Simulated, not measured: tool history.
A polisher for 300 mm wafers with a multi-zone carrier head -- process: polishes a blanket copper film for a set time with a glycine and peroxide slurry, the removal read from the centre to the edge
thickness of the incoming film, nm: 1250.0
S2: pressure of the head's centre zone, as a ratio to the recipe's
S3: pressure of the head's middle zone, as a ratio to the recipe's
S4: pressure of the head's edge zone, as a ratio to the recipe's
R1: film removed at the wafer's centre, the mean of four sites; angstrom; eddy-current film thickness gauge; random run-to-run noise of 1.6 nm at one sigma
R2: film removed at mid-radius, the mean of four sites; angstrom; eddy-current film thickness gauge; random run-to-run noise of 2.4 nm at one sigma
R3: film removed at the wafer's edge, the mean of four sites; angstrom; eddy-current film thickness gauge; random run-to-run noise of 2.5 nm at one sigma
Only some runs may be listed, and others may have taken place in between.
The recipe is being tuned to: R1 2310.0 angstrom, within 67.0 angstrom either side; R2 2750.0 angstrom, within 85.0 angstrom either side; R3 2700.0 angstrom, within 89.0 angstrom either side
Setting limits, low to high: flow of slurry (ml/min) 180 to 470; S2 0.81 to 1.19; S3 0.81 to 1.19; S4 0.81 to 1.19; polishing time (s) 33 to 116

{"run": 1, "day": 0.0, "flow of slurry (ml/min)": 300, "S2": 1.0, "S3": 1.0, "S4": 1.0, "polishing time (s)": 74, "R1": 4873.1, "R2": 4779.7, "R3": 4940.8}
{"run": 2, "day": 0.083, "flow of slurry (ml/min)": 300, "S2": 1.0, "S3": 0.93, "S4": 1.0, "polishing time (s)": 74, "R1": 4875.5, "R2": 4458.1, "R3": 4896.2}
{"run": 3, "day": 0.275, "flow of slurry (ml/min)": 290, "S2": 0.96, "S3": 0.94, "S4": 0.98, "polishing time (s)": 67, "R1": 4235.1, "R2": 4106.1, "R3": 4450.7}
{"run": 4, "day": 0.492, "flow of slurry (ml/min)": 290, "S2": 1.01, "S3": 0.94, "S4": 0.98, "polishing time (s)": 67, "R1": 4443.0, "R2": 4159.8, "R3": 4404.1}
{"run": 5, "day": 0.525, "flow of slurry (ml/min)": 280, "S2": 0.98, "S3": 0.94, "S4": 0.96, "polishing time (s)": 61, "R1": 3855.7, "R2": 3766.5, "R3": 3948.9}
{"run": 6, "day": 0.712, "flow of slurry (ml/min)": 270, "S2": 0.95, "S3": 0.94, "S4": 0.94, "polishing time (s)": 57, "R1": 3503.0, "R2": 3537.7, "R3": 3679.4}
{"run": 7, "day": 1.033, "flow of slurry (ml/min)": 260, "S2": 0.93, "S3": 0.94, "S4": 0.92, "polishing time (s)": 54, "R1": 3227.0, "R2": 3362.5, "R3": 3433.2}
{"run": 8, "day": 1.242, "flow of slurry (ml/min)": 250, "S2": 0.91, "S3": 0.94, "S4": 0.9, "polishing time (s)": 52, "R1": 3055.5, "R2": 3148.4, "R3": 3218.8}
{"run": 9, "day": 1.579, "flow of slurry (ml/min)": 245, "S2": 0.89, "S3": 0.95, "S4": 0.9, "polishing time (s)": 50, "R1": 2838.3, "R2": 3075.7, "R3": 3099.2}
{"run": 10, "day": 1.658, "flow of slurry (ml/min)": 245, "S2": 0.89, "S3": 0.95, "S4": 0.9, "polishing time (s)": 50, "R1": 2865.0, "R2": 3086.1, "R3": 3093.5}
{"run": 11, "day": 1.717, "flow of slurry (ml/min)": 235, "S2": 0.87, "S3": 0.95, "S4": 0.9, "polishing time (s)": 49, "R1": 2698.9, "R2": 3008.1, "R3": 3011.5}
{"run": 12, "day": 1.862, "flow of slurry (ml/min)": 225, "S2": 0.86, "S3": 0.95, "S4": 0.89, "polishing time (s)": 48, "R1": 2611.1, "R2": 2932.8, "R3": 2918.6}
{"run": 13, "day": 2.083, "flow of slurry (ml/min)": 220, "S2": 0.85, "S3": 0.95, "S4": 0.89, "polishing time (s)": 48, "R1": 2613.4, "R2": 2935.6, "R3": 2911.9}
{"run": 14, "day": 2.446, "flow of slurry (ml/min)": 220, "S2": 0.84, "S3": 0.95, "S4": 0.89, "polishing time (s)": 47, "R1": 2506.2, "R2": 2842.2, "R3": 2891.1}
{"run": 15, "day": 2.662, "flow of slurry (ml/min)": 205, "S2": 0.81, "S3": 0.97, "S4": 0.83, "polishing time (s)": 44, "R1": 2241.2, "R2": 2670.1, "R3": 2567.8}

Which one of the following 5 next-run settings gets every result inside its allowed miss? There is exactly one.
{"run": "A", "day": 2.879, "flow of slurry (ml/min)": 225, "S2": 0.94, "S3": 1.17, "S4": 0.83, "polishing time (s)": 39, "R1": "?", "R2": "?", "R3": "?"}
{"run": "B", "day": 2.879, "flow of slurry (ml/min)": 200, "S2": 0.83, "S3": 1.06, "S4": 0.81, "polishing time (s)": 41, "R1": "?", "R2": "?", "R3": "?"}
{"run": "C", "day": 2.879, "flow of slurry (ml/min)": 190, "S2": 0.88, "S3": 0.88, "S4": 0.86, "polishing time (s)": 44, "R1": "?", "R2": "?", "R3": "?"}
{"run": "D", "day": 2.879, "flow of slurry (ml/min)": 180, "S2": 0.81, "S3": 1.0, "S4": 0.84, "polishing time (s)": 44, "R1": "?", "R2": "?", "R3": "?"}
{"run": "E", "day": 2.879, "flow of slurry (ml/min)": 350, "S2": 0.81, "S3": 0.95, "S4": 0.85, "polishing time (s)": 43, "R1": "?", "R2": "?", "R3": "?"}

move=A R1=2335.0 R2=2815.4 R3=2295.4
move=B R1=2128.0 R2=2681.2 R3=2364.8
move=C R1=2400.8 R2=2443.4 R3=2598.9
move=D R1=2191.2 R2=2699.3 R3=2553.2
move=E R1=2322.1 R2=2717.9 R3=2651.7
A: moves away from the targets compared with the last run
B: moves away from the targets compared with the last run
C: moves away from the targets compared with the last run
D: moves away from the targets compared with the last run
E: in spec on every target
Correct choice: E, which meets every target

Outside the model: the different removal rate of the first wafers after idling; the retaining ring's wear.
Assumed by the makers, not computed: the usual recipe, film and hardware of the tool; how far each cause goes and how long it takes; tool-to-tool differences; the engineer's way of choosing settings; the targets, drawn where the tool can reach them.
